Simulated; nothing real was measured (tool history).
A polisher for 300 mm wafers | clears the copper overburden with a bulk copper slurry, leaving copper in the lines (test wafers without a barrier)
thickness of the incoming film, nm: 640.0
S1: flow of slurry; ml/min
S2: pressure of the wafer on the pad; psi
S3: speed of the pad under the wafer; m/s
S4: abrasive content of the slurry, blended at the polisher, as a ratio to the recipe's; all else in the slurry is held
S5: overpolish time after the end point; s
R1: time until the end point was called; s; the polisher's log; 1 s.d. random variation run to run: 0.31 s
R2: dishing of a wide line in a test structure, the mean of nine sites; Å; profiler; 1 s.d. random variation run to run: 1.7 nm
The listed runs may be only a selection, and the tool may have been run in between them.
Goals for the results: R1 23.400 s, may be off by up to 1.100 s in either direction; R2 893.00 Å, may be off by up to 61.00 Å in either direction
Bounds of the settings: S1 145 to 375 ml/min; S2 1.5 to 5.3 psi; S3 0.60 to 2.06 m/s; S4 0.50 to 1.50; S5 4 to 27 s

run 1 hour=0.0 | S1=240 S2=3.4 S3=1.32 S4=1.00 S5=14 | R1=48.134 R2=680.42
run 2 hour=3.8 | S1=240 S2=3.7 S3=1.36 S4=1.00 S5=14 | R1=42.857 R2=721.10
run 3 hour=7.4 | S1=240 S2=4.0 S3=1.40 S4=1.00 S5=14 | R1=38.140 R2=758.87
run 4 hour=15.5 | S1=240 S2=4.2 S3=1.42 S4=1.00 S5=14 | R1=36.796 R2=768.31
run 5 hour=18.2 | S1=240 S2=4.2 S3=1.42 S4=0.85 S5=14 | R1=39.127 R2=758.84
run 6 hour=19.4 | S1=240 S2=4.4 S3=1.48 S4=0.85 S5=14 | R1=34.466 R2=770.71
run 7 hour=21.6 | S1=240 S2=4.5 S3=1.50 S4=0.85 S5=14 | R1=34.286 R2=803.64
run 8 hour=29.0 | S1=240 S2=4.6 S3=1.54 S4=0.85 S5=14 | R1=32.080 R2=794.29
run 9 hour=33.0 | S1=240 S2=4.7 S3=1.56 S4=0.85 S5=14 | R1=31.122 R2=844.55
run 10 hour=36.9 | S1=240 S2=4.8 S3=1.60 S4=0.85 S5=13 | R1=30.302 R2=827.25
run 11 hour=39.8 | S1=240 S2=4.9 S3=1.64 S4=0.85 S5=13 | R1=28.967 R2=819.16
run 12 hour=41.5 | S1=240 S2=5.0 S3=1.68 S4=0.85 S5=13 | R1=27.715 R2=846.28
run 13 hour=48.1 | S1=240 S2=5.0 S3=1.70 S4=0.85 S5=13 | R1=27.275 R2=864.44
run 14 hour=49.0 | S1=240 S2=5.0 S3=1.72 S4=0.85 S5=13 | R1=27.190 R2=855.75

Consider the 4 candidate settings below. Which is the only one whose results all fall within their allowed miss of target?
run A hour=49.9 | S1=260 S2=5.3 S3=1.92 S4=1.20 S5=13 | R1=? R2=?
run B hour=49.9 | S1=275 S2=5.3 S3=1.86 S4=1.15 S5=13 | R1=? R2=?
run C hour=49.9 | S1=195 S2=5.3 S3=2.06 S4=0.80 S5=7 | R1=? R2=?
run D hour=49.9 | S1=245 S2=5.3 S3=1.86 S4=0.90 S5=14 | R1=? R2=?

move=A R1=20.913 R2=890.07
move=B R1=21.677 R2=886.14
move=C R1=22.523 R2=752.22
move=D R1=23.394 R2=885.90
A: the result that was furthest off in the last run now lies on the other side of its target
B: the result that was furthest off in the last run now lies on the other side of its target
C: gets the furthest-off result to its target, but another result is out of tolerance
D: hits every target within its allowed miss
The right move is D.
